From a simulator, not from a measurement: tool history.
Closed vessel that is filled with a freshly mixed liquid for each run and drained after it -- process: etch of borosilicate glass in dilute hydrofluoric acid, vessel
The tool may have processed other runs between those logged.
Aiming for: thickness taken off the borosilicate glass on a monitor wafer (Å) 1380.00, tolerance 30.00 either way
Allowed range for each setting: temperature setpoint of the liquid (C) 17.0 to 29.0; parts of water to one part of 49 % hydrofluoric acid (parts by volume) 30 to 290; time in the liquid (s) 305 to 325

| run | hour | temperature setpoint of the liquid (C) | parts of water to one part of 49 % hydrofluoric acid (parts by volume) | time in the liquid (s) | thickness taken off the borosilicate glass on a monitor wafer (Å) |
|---|---|---|---|---|---|
| 1 | 0.0 | 21.0 | 160 | 305 | 838.31 |
| 2 | 8.5 | 21.0 | 135 | 305 | 1009.60 |
| 3 | 14.2 | 21.0 | 135 | 325 | 1084.90 |
| 4 | 19.3 | 22.0 | 135 | 325 | 1130.20 |
| 5 | 24.7 | 23.0 | 135 | 325 | 1171.10 |
| 6 | 25.8 | 23.5 | 135 | 325 | 1193.40 |
| 7 | 32.9 | 24.0 | 135 | 325 | 1219.40 |
| 8 | 38.0 | 24.5 | 135 | 325 | 1245.30 |
| 9 | 40.7 | 25.0 | 135 | 325 | 1274.30 |
| 10 | 49.9 | 25.5 | 135 | 325 | 1284.00 |
| 11 | 56.5 | 26.0 | 135 | 325 | 1320.70 |
| 12 | 60.4 | 26.5 | 135 | 325 | 1337.10 |

Pick the move, out of 4, that brings all results within their allowed miss; only one does.
| A | 64.3 | 26.0 | 130 | 305 | ? |
| B | 64.3 | 27.0 | 125 | 315 | ? |
| C | 64.3 | 26.0 | 135 | 325 | ? |
| D | 64.3 | 26.5 | 125 | 305 | ? |

| move | thickness taken off the borosilicate glass on a monitor wafer (Å) |
|---|---|
| A | 1294.70 |
| B | 1453.40 |
| C | 1320.30 |
| D | 1380.80 |
A: lands further from the targets than the last run did
B: pushes the last run's worst result past its target
C: lands further from the targets than the last run did
D: all results land within tolerance of their targets
Correct choice: D, which meets every target

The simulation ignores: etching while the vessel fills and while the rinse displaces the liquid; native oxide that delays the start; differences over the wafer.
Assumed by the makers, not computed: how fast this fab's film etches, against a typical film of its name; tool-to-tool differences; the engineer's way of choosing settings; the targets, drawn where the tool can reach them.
